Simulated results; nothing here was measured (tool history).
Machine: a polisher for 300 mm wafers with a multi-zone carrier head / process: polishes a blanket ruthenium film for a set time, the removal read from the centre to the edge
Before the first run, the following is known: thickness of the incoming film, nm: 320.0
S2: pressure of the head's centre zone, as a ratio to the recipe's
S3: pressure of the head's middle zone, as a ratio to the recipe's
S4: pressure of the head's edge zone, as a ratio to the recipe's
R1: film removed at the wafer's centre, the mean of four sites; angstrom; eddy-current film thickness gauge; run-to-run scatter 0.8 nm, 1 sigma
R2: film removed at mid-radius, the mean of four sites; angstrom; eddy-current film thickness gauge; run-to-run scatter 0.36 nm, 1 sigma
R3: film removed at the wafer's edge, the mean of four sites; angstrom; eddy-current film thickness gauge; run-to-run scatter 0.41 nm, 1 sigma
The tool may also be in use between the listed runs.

{"run": 1, "hour": 0.0, "flow of slurry (ml/min)": 255, "S2": 1, "S3": 1, "S4": 1, "polishing time (s)": 54, "R1": 839.58, "R2": 864.17, "R3": 844.02}
{"run": 2, "hour": 0.7, "flow of slurry (ml/min)": 255, "S2": 1, "S3": 1, "S4": 1.07, "polishing time (s)": 54, "R1": 853.36, "R2": 861.72, "R3": 877.39}
{"run": 3, "hour": 9.2, "flow of slurry (ml/min)": 195, "S2": 1, "S3": 1, "S4": 1.07, "polishing time (s)": 54, "R1": 821.68, "R2": 830.84, "R3": 859.93}
{"run": 4, "hour": 17.1, "flow of slurry (ml/min)": 195, "S2": 1, "S3": 1, "S4": 1.07, "polishing time (s)": 62, "R1": 940.09, "R2": 944.98, "R3": 975.04}
{"run": 5, "hour": 23.9, "flow of slurry (ml/min)": 195, "S2": 0.96, "S3": 1, "S4": 1.07, "polishing time (s)": 62, "R1": 923.29, "R2": 949.67, "R3": 982.62}
{"run": 6, "hour": 29.1, "flow of slurry (ml/min)": 190, "S2": 0.95, "S3": 0.97, "S4": 1.02, "polishing time (s)": 56, "R1": 817.35, "R2": 837.8, "R3": 853.17}
{"run": 7, "hour": 36.6, "flow of slurry (ml/min)": 185, "S2": 0.92, "S3": 0.94, "S4": 0.99, "polishing time (s)": 52, "R1": 734.21, "R2": 749.79, "R3": 785.07}

Run 8 is up next; what results do you expect?
{"run": 8, "hour": 37.3, "flow of slurry (ml/min)": 185, "S2": 0.92, "S3": 0.94, "S4": 0.99, "polishing time (s)": 52, "R1": "?", "R2": "?", "R3": "?"}

{"run 8": {"R1": 739.76, "R2": 757.93, "R3": 786.6}}
